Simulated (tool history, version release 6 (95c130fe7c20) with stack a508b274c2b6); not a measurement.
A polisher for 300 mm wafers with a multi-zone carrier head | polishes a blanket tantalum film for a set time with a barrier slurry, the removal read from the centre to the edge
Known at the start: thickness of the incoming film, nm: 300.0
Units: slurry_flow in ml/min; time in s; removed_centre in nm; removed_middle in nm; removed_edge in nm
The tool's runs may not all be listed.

run	hour	slurry_flow	centre_zone	middle_zone	edge_zone	slurry_solids	time	removed_centre	removed_middle	removed_edge
1	0	270	1	1	1	1	49	122.29	126.5	128.74
2	7.4	270	1.08	1	1	1	49	134.29	131.25	129.32
3	14	270	1.08	1	0.98	0.95	48	131.33	123.99	123.99
4	21	270	1.03	1	0.98	0.95	48	124.61	124.36	122.34
5	29.8	270	1.03	1	0.98	0.95	59	153.24	153.77	151.71
6	34.6	240	1.03	1	0.98	0.95	59	147.46	152.23	150.97
7	40	240	1.03	1	0.98	0.95	59	152.84	146.02	150.8
8	44.5	250	1.09	1.05	0.88	0.7	45	106.59	107.26	96.997
9	51.7	235	1.12	0.97	0.81	0.5	43	91.877	81.512	76.174
10	54.8	245	1.12	0.98	0.82	0.5	43	89.731	79.957	76.266
11	61.4	245	1.12	0.99	0.83	0.5	43	90.198	82.037	76.008
12	70	245	1.12	0.99	0.84	0.5	43	88.496	81.195	77.782
13	76.2	245	1.13	1	0.84	0.5	43	91.928	80.035	76.976
14	81.5	245	1.13	1	0.84	0.5	43	91.734	81.08	76.775
15	88	245	1.13	1.01	0.85	0.5	43	91.263	83.264	78.087
16	94.7	245	1.13	1.02	0.86	0.5	43	91.39	83.9	77.255
17	102.1	250	1.13	1.02	0.87	0.5	43	93.972	83.018	78.444
18	107.3	250	1.13	1.02	0.87	0.5	43	92.413	83.203	79.108

Run 19 has not been measured yet. What should we expect?
19	107.9	250	1.13	1.03	0.88	0.5	43	?	?	?

removed_centre: 91.895 nm
removed_middle: 84.444 nm
removed_edge: 78.67 nm
